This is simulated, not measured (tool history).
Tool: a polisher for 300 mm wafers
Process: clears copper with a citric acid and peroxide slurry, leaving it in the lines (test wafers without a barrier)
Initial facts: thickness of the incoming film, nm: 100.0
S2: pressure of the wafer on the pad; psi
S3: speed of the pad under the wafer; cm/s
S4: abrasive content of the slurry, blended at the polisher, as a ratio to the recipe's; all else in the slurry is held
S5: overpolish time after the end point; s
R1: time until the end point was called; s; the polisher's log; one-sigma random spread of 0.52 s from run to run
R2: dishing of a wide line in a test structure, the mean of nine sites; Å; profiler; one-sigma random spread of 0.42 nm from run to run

Run 1, hour 0.0: flow of slurry (ml/min) 265, S2 2.2 psi, S3 84 cm/s, S4 1.0, S5 9 s. Result: R1 76.995 s, R2 88.613 Å.
Run 2, hour 5.8: flow of slurry (ml/min) 265, S2 2.5 psi, S3 86 cm/s, S4 1.0, S5 9 s. Result: R1 66.140 s, R2 106.120 Å.
Run 3, hour 14.6: flow of slurry (ml/min) 265, S2 2.5 psi, S3 106 cm/s, S4 1.0, S5 9 s. Result: R1 55.297 s, R2 120.710 Å.
Run 4, hour 21.0: flow of slurry (ml/min) 265, S2 2.5 psi, S3 106 cm/s, S4 0.9, S5 9 s. Result: R1 57.242 s, R2 117.980 Å.
Run 5, hour 21.7: flow of slurry (ml/min) 265, S2 2.7 psi, S3 106 cm/s, S4 0.9, S5 9 s. Result: R1 52.654 s, R2 132.540 Å.
Run 6, hour 25.2: flow of slurry (ml/min) 265, S2 2.7 psi, S3 94 cm/s, S4 0.9, S5 9 s. Result: R1 58.907 s, R2 112.230 Å.
At hour 26.3: slurry nozzle cleaned.
Run 7, hour 26.3: flow of slurry (ml/min) 265, S2 2.9 psi, S3 96 cm/s, S4 0.9, S5 9 s. Result: R1 51.585 s, R2 126.360 Å.

Forecast run 8:
Run 8, hour 30.1: flow of slurry (ml/min) 265, S2 3.5 psi, S3 98 cm/s, S4 0.9, S5 10 s. Result: R1 ?, R2 ?.

R1: 41.417 s
R2: 173.090 Å
